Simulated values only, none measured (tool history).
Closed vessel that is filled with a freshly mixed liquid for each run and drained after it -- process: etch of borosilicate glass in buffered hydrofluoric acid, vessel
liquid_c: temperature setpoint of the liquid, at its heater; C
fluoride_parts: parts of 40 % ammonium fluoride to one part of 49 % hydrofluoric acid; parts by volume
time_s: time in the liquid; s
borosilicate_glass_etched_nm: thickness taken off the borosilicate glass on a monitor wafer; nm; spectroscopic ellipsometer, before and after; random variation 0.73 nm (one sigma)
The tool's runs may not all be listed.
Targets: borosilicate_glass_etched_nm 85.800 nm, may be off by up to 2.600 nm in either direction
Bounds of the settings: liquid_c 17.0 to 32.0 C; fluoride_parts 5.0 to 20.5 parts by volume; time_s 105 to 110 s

run  hour  liquid_c  fluoride_parts  time_s  borosilicate_glass_etched_nm
  1   0.0      24.0            12.5     105                       110.190
  2   1.9      22.0            12.5     105                       101.390
  3   3.3      22.0            12.5     110                       105.370
  4   6.3      22.0            12.5     110                       104.070
  5   7.5      22.0            12.5     110                       104.960
  6  16.1      22.0            10.5     110                       123.800
  7  17.2      21.0            11.0     110                       110.830
  8  20.8      20.0            11.0     110                       105.350
  9  26.1      19.5            11.0     110                       102.550
 10  28.0      19.0            11.0     110                       100.390
 11  32.5      18.5            11.0     110                        96.735

Which of these 4 next moves meets every target?
  A  37.0      18.5            12.0     105                             ?
  B  37.0      17.0            11.0     110                             ?
  C  37.0      17.5            11.0     110                             ?
  D  37.0      18.5            13.0     105                             ?

move  borosilicate_glass_etched_nm
   A                        85.820
   B                        90.162
   C                        92.708
   D                        79.276
A: every result lands within tolerance
B: gains on the last run, yet a result remains outside its allowed miss
C: gains on the last run, yet a result remains outside its allowed miss
D: the result that was furthest off in the last run now lies on the other side of its target
Answer: A
